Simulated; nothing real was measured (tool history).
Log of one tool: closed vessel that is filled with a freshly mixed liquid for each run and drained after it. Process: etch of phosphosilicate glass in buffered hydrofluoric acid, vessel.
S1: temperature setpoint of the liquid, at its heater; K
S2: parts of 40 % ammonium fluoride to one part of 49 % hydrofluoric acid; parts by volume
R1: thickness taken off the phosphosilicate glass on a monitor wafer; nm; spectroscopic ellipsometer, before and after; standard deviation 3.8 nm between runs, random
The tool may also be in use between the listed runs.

run 1 hour=0 | S1=297.15 S2=14.5 time_in_the_liquid_(s)=90 | R1=242.84
run 2 hour=8 | S1=297.15 S2=14.5 time_in_the_liquid_(s)=90 | R1=244.61
run 3 hour=9.9 | S1=298.65 S2=14.5 time_in_the_liquid_(s)=90 | R1=265.15
run 4 hour=12.1 | S1=301.65 S2=14.5 time_in_the_liquid_(s)=90 | R1=315.9
run 5 hour=15.6 | S1=303.15 S2=14.5 time_in_the_liquid_(s)=90 | R1=335.69
run 6 hour=24.4 | S1=300.15 S2=14.5 time_in_the_liquid_(s)=90 | R1=290.57
-- hour=32.8 thermometer replaced
run 7 hour=32.8 | S1=304.15 S2=13.5 time_in_the_liquid_(s)=90 | R1=335.81

Run 8 is up next; what results do you expect?
run 8 hour=34.7 | S1=304.15 S2=13 time_in_the_liquid_(s)=90 | R1=?

R1: 358.53 nm
